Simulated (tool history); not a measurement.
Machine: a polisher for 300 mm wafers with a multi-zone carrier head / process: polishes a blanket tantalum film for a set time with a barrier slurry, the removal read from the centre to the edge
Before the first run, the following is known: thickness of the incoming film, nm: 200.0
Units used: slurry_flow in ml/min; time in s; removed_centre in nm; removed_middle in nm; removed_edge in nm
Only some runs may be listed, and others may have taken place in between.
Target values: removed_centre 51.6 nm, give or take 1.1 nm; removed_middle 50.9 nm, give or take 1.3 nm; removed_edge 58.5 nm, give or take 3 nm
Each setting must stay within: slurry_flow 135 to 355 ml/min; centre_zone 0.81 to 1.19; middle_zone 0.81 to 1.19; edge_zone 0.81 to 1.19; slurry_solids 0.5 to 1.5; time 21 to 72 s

{"run": 1, "hour": 0.0, "slurry_flow": 225, "centre_zone": 1, "middle_zone": 1, "edge_zone": 1, "slurry_solids": 1, "time": 46, "removed_centre": 74.603, "removed_middle": 79.106, "removed_edge": 78.96}
{"run": 2, "hour": 1.7, "slurry_flow": 210, "centre_zone": 0.97, "middle_zone": 0.94, "edge_zone": 0.98, "slurry_solids": 0.85, "time": 44, "removed_centre": 66.115, "removed_middle": 67.038, "removed_edge": 72.239}
{"run": 3, "hour": 3.5, "slurry_flow": 210, "centre_zone": 0.97, "middle_zone": 0.94, "edge_zone": 0.98, "slurry_solids": 0.85, "time": 48, "removed_centre": 72.2, "removed_middle": 72.941, "removed_edge": 74.994}
{"run": 4, "hour": 7.8, "slurry_flow": 240, "centre_zone": 0.97, "middle_zone": 0.94, "edge_zone": 0.98, "slurry_solids": 0.85, "time": 48, "removed_centre": 73.147, "removed_middle": 74.838, "removed_edge": 79.575}
{"run": 5, "hour": 8.6, "slurry_flow": 240, "centre_zone": 0.97, "middle_zone": 0.94, "edge_zone": 0.92, "slurry_solids": 0.85, "time": 48, "removed_centre": 72.71, "removed_middle": 74.189, "removed_edge": 75.814}
{"run": 6, "hour": 15.0, "slurry_flow": 215, "centre_zone": 0.93, "middle_zone": 0.9, "edge_zone": 0.9, "slurry_solids": 0.75, "time": 47, "removed_centre": 65.295, "removed_middle": 66.671, "removed_edge": 69.123}
{"run": 7, "hour": 22.9, "slurry_flow": 200, "centre_zone": 0.91, "middle_zone": 0.87, "edge_zone": 0.91, "slurry_solids": 0.65, "time": 46, "removed_centre": 58.717, "removed_middle": 59.926, "removed_edge": 64.874}
{"run": 8, "hour": 30.5, "slurry_flow": 185, "centre_zone": 0.9, "middle_zone": 0.85, "edge_zone": 0.91, "slurry_solids": 0.6, "time": 46, "removed_centre": 55.533, "removed_middle": 56.599, "removed_edge": 62.012}
{"run": 9, "hour": 36.0, "slurry_flow": 175, "centre_zone": 0.9, "middle_zone": 0.84, "edge_zone": 0.92, "slurry_solids": 0.6, "time": 46, "removed_centre": 55.739, "removed_middle": 55.303, "removed_edge": 62.494}
{"run": 10, "hour": 42.6, "slurry_flow": 165, "centre_zone": 0.89, "middle_zone": 0.83, "edge_zone": 0.91, "slurry_solids": 0.6, "time": 46, "removed_centre": 53.937, "removed_middle": 54.399, "removed_edge": 61.476}
{"run": 11, "hour": 50.9, "slurry_flow": 165, "centre_zone": 0.89, "middle_zone": 0.83, "edge_zone": 0.91, "slurry_solids": 0.6, "time": 46, "removed_centre": 54.128, "removed_middle": 54.859, "removed_edge": 62.301}
{"run": 12, "hour": 56.1, "slurry_flow": 165, "centre_zone": 0.89, "middle_zone": 0.83, "edge_zone": 0.91, "slurry_solids": 0.6, "time": 46, "removed_centre": 53.873, "removed_middle": 54.947, "removed_edge": 61.09}

Consider the 5 candidate settings below. Which is the only one whose results all fall within their allowed miss of target?
{"run": "A", "hour": 61.3, "slurry_flow": 180, "centre_zone": 0.83, "middle_zone": 0.92, "edge_zone": 0.91, "slurry_solids": 0.7, "time": 44, "removed_centre": "?", "removed_middle": "?", "removed_edge": "?"}
{"run": "B", "hour": 61.3, "slurry_flow": 135, "centre_zone": 0.81, "middle_zone": 0.93, "edge_zone": 0.83, "slurry_solids": 0.65, "time": 46, "removed_centre": "?", "removed_middle": "?", "removed_edge": "?"}
{"run": "C", "hour": 61.3, "slurry_flow": 145, "centre_zone": 0.86, "middle_zone": 0.92, "edge_zone": 0.89, "slurry_solids": 0.5, "time": 49, "removed_centre": "?", "removed_middle": "?", "removed_edge": "?"}
{"run": "D", "hour": 61.3, "slurry_flow": 215, "centre_zone": 0.9, "middle_zone": 0.82, "edge_zone": 0.95, "slurry_solids": 0.55, "time": 43, "removed_centre": "?", "removed_middle": "?", "removed_edge": "?"}
{"run": "E", "hour": 61.3, "slurry_flow": 150, "centre_zone": 0.84, "middle_zone": 0.88, "edge_zone": 0.88, "slurry_solids": 0.65, "time": 49, "removed_centre": "?", "removed_middle": "?", "removed_edge": "?"}

move=A removed_centre=51.801 removed_middle=60.685 removed_edge=63.515
move=B removed_centre=49.282 removed_middle=59.998 removed_edge=60.327
move=C removed_centre=50.95 removed_middle=57.777 removed_edge=60.332
move=D removed_centre=51.386 removed_middle=50.348 removed_edge=58.891
move=E removed_centre=55.36 removed_middle=61.947 removed_edge=66.715
A: moves away from the targets compared with the last run
B: moves away from the targets compared with the last run
C: moves away from the targets compared with the last run
D: each result inside its tolerance
E: moves away from the targets compared with the last run
The move that meets every target is D.
